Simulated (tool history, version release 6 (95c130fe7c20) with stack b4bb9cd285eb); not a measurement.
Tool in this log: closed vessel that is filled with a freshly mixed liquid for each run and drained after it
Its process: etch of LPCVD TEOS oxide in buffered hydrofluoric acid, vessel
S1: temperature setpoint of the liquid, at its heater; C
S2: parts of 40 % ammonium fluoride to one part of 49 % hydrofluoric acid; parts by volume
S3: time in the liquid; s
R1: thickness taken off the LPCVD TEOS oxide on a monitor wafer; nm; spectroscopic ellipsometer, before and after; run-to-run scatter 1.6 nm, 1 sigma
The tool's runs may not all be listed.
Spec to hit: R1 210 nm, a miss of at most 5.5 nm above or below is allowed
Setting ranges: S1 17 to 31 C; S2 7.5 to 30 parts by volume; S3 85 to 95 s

Run 1, hour 0: S1 23 C, S2 20.5 parts by volume, S3 85 s. Result: R1 121.57 nm.
Run 2, hour 5.4: S1 25.5 C, S2 19.5 parts by volume, S3 85 s. Result: R1 145.73 nm.
Run 3, hour 10.4: S1 27.5 C, S2 19 parts by volume, S3 85 s. Result: R1 164.77 nm.
Run 4, hour 13.9: S1 27.5 C, S2 19 parts by volume, S3 95 s. Result: R1 185.63 nm.
Run 5, hour 17: S1 27.5 C, S2 19 parts by volume, S3 95 s. Result: R1 183.52 nm.
Run 6, hour 23.5: S1 27.5 C, S2 19 parts by volume, S3 95 s. Result: R1 184.22 nm.
Run 7, hour 32.5: S1 28.5 C, S2 19 parts by volume, S3 95 s. Result: R1 194 nm.
Run 8, hour 38.5: S1 29 C, S2 19 parts by volume, S3 95 s. Result: R1 200.51 nm.

Next run, 5 choices. One meets every target within its allowed miss, the rest don't. Which?
Run A, hour 44.5: S1 29.5 C, S2 16.5 parts by volume, S3 85 s. Result: R1 ?.
Run B, hour 44.5: S1 30.5 C, S2 19 parts by volume, S3 85 s. Result: R1 ?.
Run C, hour 44.5: S1 31 C, S2 21 parts by volume, S3 90 s. Result: R1 ?.
Run D, hour 44.5: S1 28.5 C, S2 19.5 parts by volume, S3 95 s. Result: R1 ?.
Run E, hour 44.5: S1 28 C, S2 19 parts by volume, S3 95 s. Result: R1 ?.

move      R1
   A  211.57
   B  194.16
   C   194.1
   D  190.29
   E  190.08
A: all results land within tolerance of their targets
B: moves away from the targets compared with the last run
C: moves away from the targets compared with the last run
D: moves away from the targets compared with the last run
E: moves away from the targets compared with the last run
A meets every target.

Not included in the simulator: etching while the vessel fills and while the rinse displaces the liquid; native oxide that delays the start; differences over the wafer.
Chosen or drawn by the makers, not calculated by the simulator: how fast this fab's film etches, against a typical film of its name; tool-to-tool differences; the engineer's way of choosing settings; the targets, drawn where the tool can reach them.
